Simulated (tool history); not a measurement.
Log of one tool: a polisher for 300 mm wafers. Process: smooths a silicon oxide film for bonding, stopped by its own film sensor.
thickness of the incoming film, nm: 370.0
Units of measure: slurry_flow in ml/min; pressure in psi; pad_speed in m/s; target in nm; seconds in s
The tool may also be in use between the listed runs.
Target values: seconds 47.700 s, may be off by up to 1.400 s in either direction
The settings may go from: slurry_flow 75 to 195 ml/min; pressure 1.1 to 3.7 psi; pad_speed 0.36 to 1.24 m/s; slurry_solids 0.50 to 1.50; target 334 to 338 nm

run 1 hour=0.0 | slurry_flow=125 pressure=2.4 pad_speed=0.80 slurry_solids=1.00 target=334 | seconds=59.838
run 2 hour=4.0 | slurry_flow=125 pressure=2.4 pad_speed=0.80 slurry_solids=1.20 target=334 | seconds=54.419
run 3 hour=7.3 | slurry_flow=125 pressure=2.4 pad_speed=0.80 slurry_solids=1.20 target=334 | seconds=54.195
run 4 hour=13.0 | slurry_flow=130 pressure=2.4 pad_speed=0.80 slurry_solids=1.20 target=334 | seconds=52.847
run 5 hour=14.9 | slurry_flow=135 pressure=2.4 pad_speed=0.80 slurry_solids=1.20 target=334 | seconds=52.972
run 6 hour=22.5 | slurry_flow=140 pressure=2.4 pad_speed=0.80 slurry_solids=1.20 target=334 | seconds=52.768
run 7 hour=28.0 | slurry_flow=145 pressure=2.4 pad_speed=0.80 slurry_solids=1.20 target=334 | seconds=52.767
run 8 hour=36.3 | slurry_flow=150 pressure=2.5 pad_speed=0.80 slurry_solids=1.20 target=334 | seconds=51.172

Pick the move, out of 4, that brings all results within their allowed miss; only one does.
run A hour=44.6 | slurry_flow=155 pressure=2.3 pad_speed=0.88 slurry_solids=1.30 target=337 | seconds=?
run B hour=44.6 | slurry_flow=120 pressure=2.5 pad_speed=0.80 slurry_solids=1.25 target=336 | seconds=?
run C hour=44.6 | slurry_flow=180 pressure=2.6 pad_speed=0.76 slurry_solids=1.10 target=335 | seconds=?
run D hour=44.6 | slurry_flow=135 pressure=2.3 pad_speed=0.74 slurry_solids=1.30 target=338 | seconds=?

move=A seconds=44.982
move=B seconds=48.457
move=C seconds=50.815
move=D seconds=50.943
A: carries the result that was furthest off beyond its target, to the other side
B: every result within its allowed miss
C: closes in on the targets versus the last run, not all within tolerance yet
D: closes in on the targets versus the last run, not all within tolerance yet
So the answer is move B, the one that meets all the targets.

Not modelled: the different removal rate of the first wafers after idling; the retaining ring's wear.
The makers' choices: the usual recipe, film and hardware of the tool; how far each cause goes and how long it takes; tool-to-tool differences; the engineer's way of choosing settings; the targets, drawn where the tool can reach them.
